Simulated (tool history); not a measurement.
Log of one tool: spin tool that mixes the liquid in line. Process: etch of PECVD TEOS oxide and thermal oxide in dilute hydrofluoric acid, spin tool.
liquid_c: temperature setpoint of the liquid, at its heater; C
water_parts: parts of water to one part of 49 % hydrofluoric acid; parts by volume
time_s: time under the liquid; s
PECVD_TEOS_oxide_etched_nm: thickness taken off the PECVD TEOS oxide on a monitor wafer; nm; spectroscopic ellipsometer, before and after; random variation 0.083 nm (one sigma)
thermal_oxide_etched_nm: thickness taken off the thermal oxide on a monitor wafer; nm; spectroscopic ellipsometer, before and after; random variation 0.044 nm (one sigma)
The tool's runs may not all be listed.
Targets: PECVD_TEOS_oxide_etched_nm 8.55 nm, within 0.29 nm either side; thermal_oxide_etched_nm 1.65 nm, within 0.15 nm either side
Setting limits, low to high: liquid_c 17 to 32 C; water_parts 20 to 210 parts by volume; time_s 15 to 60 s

run,day,liquid_c,water_parts,time_s,PECVD_TEOS_oxide_etched_nm,thermal_oxide_etched_nm
1,0,24,115,30,6.6788,1.2556
2,0.358,27.5,115,30,7.7975,1.4497
3,0.704,28,115,30,7.8113,1.4527
4,0.962,28,135,30,6.4727,1.2754
5,1.183,28,95,30,9.9295,1.8214
6,1.479,27.5,95,30,9.5453,1.9013
7,1.767,27,95,30,9.3292,1.7908
8,1.9,26.5,95,30,9.1477,1.8059
9,2,26,95,30,8.9382,1.6955

Which of these 5 next moves meets every target?
A,2.1,27,55,15,?,?
B,2.1,22.5,70,25,?,?
C,2.1,22,80,30,?,?
D,2.1,18.5,70,30,?,?
E,2.1,17,105,50,?,?

move,PECVD_TEOS_oxide_etched_nm,thermal_oxide_etched_nm
A,8.5182,1.6217
B,9.093,1.7311
C,9.2423,1.7595
D,9.2076,1.7529
E,9.2532,1.7616
A: in spec on every target
B: moves away from the targets compared with the last run
C: moves away from the targets compared with the last run
D: moves away from the targets compared with the last run
E: moves away from the targets compared with the last run
A is the move that brings every result within its allowed miss.

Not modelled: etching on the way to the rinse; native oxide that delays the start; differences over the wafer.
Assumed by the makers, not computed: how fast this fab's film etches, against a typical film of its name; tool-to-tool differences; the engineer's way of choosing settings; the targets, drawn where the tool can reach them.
